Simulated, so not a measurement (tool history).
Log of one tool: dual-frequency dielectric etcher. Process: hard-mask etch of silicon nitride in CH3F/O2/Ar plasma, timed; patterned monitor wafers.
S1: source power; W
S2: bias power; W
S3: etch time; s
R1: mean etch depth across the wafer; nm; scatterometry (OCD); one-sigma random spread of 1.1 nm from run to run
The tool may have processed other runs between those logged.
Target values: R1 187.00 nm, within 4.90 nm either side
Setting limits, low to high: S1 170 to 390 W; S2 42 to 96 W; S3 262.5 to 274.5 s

Run 1, hour 0.0: S1 280 W, S2 69 W, S3 262.5 s. Result: R1 157.25 nm.
Run 2, hour 6.3: S1 280 W, S2 60 W, S3 262.5 s. Result: R1 149.50 nm.
Run 3, hour 10.3: S1 280 W, S2 60 W, S3 274.5 s. Result: R1 155.12 nm.
Run 4, hour 15.0: S1 280 W, S2 60 W, S3 262.5 s. Result: R1 148.32 nm.
Run 5, hour 17.8: S1 290 W, S2 63 W, S3 263.5 s. Result: R1 155.23 nm.
Run 6, hour 20.0: S1 290 W, S2 58 W, S3 263.5 s. Result: R1 150.22 nm.
Run 7, hour 20.5: S1 300 W, S2 60 W, S3 264.5 s. Result: R1 155.47 nm.
Run 8, hour 24.6: S1 310 W, S2 61 W, S3 265.0 s. Result: R1 157.80 nm.
Run 9, hour 26.7: S1 320 W, S2 63 W, S3 266.0 s. Result: R1 161.74 nm.

Exercise: of the 5 proposed moves below, exactly one satisfies all targets within the stated allowed misses. Which move is it?
Run A, hour 28.8: S1 370 W, S2 60 W, S3 273.5 s. Result: R1 ?.
Run B, hour 28.8: S1 330 W, S2 70 W, S3 262.5 s. Result: R1 ?.
Run C, hour 28.8: S1 310 W, S2 71 W, S3 270.0 s. Result: R1 ?.
Run D, hour 28.8: S1 310 W, S2 65 W, S3 274.5 s. Result: R1 ?.
Run E, hour 28.8: S1 380 W, S2 73 W, S3 274.5 s. Result: R1 ?.

move      R1
   A  172.74
   B  167.73
   C  169.39
   D  166.78
   E  187.79
A: nearer than the last run, and not there yet
B: nearer than the last run, and not there yet
C: nearer than the last run, and not there yet
D: nearer than the last run, and not there yet
E: each result inside its tolerance
E meets every target.

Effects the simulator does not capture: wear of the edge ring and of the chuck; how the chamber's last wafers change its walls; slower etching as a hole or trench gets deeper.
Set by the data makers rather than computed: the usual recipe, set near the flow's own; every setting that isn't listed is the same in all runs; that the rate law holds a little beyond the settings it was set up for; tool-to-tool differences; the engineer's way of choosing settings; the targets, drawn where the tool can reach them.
